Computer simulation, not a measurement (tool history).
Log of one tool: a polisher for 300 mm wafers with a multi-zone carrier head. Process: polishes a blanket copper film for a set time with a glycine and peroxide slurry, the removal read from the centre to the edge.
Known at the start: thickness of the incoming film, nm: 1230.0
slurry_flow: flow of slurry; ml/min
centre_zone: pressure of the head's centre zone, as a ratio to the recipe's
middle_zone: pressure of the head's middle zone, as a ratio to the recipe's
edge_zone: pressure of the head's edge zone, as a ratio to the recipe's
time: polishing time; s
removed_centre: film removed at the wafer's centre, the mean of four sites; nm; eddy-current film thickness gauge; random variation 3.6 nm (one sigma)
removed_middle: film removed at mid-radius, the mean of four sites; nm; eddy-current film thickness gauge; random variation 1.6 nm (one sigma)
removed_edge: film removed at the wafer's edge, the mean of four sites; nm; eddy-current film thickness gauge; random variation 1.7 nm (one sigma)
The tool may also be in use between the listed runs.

Run 1, hour 0: slurry_flow 210 ml/min, centre_zone 1, middle_zone 1, edge_zone 1, time 70 s. Result: removed_centre 372.06 nm, removed_middle 352.52 nm, removed_edge 346.75 nm.
Run 2, hour 4.8: slurry_flow 210 ml/min, centre_zone 1, middle_zone 1, edge_zone 0.96, time 64 s. Result: removed_centre 346.48 nm, removed_middle 318.58 nm, removed_edge 315.45 nm.
Run 3, hour 11.5: slurry_flow 210 ml/min, centre_zone 0.93, middle_zone 1, edge_zone 0.96, time 64 s. Result: removed_centre 318.51 nm, removed_middle 321.07 nm, removed_edge 315.08 nm.
Run 4, hour 14.3: slurry_flow 210 ml/min, centre_zone 0.93, middle_zone 1, edge_zone 1.02, time 64 s. Result: removed_centre 319.9 nm, removed_middle 322.1 nm, removed_edge 321.28 nm.
Run 5, hour 20.9: slurry_flow 210 ml/min, centre_zone 0.93, middle_zone 1, edge_zone 1.1, time 64 s. Result: removed_centre 315.37 nm, removed_middle 320.05 nm, removed_edge 332.2 nm.
Run 6, hour 22.6: slurry_flow 210 ml/min, centre_zone 0.95, middle_zone 1.02, edge_zone 1.04, time 59 s. Result: removed_centre 300.79 nm, removed_middle 300.35 nm, removed_edge 302.82 nm.
Run 7, hour 27.4: slurry_flow 205 ml/min, centre_zone 0.97, middle_zone 1.04, edge_zone 0.98, time 56 s. Result: removed_centre 292.51 nm, removed_middle 289.31 nm, removed_edge 274.97 nm.
Run 8, hour 33.8: slurry_flow 190 ml/min, centre_zone 0.98, middle_zone 1.04, edge_zone 0.95, time 55 s. Result: removed_centre 287.22 nm, removed_middle 282.69 nm, removed_edge 261.97 nm.
Run 9, hour 41: slurry_flow 140 ml/min, centre_zone 1, middle_zone 1, edge_zone 0.85, time 53 s. Result: removed_centre 261.2 nm, removed_middle 245.25 nm, removed_edge 233.57 nm.
At hour 44.9: centre zone pressure recalibrated.
Run 10, hour 44.9: slurry_flow 150 ml/min, centre_zone 1, middle_zone 1.01, edge_zone 0.84, time 53 s. Result: removed_centre 249.97 nm, removed_middle 253.62 nm, removed_edge 231.03 nm.
Run 11, hour 49.4: slurry_flow 155 ml/min, centre_zone 1.02, middle_zone 1.01, edge_zone 0.84, time 53 s. Result: removed_centre 250.66 nm, removed_middle 252.74 nm, removed_edge 234.4 nm.

Run 12 comes next. What will it give?
Run 12, hour 55.8: slurry_flow 145 ml/min, centre_zone 1.05, middle_zone 1.04, edge_zone 0.86, time 53 s. Result: removed_centre ?, removed_middle ?, removed_edge ?.

Run 12 gave removed_centre 252.92 nm, removed_middle 254.1 nm, removed_edge 235.05 nm.
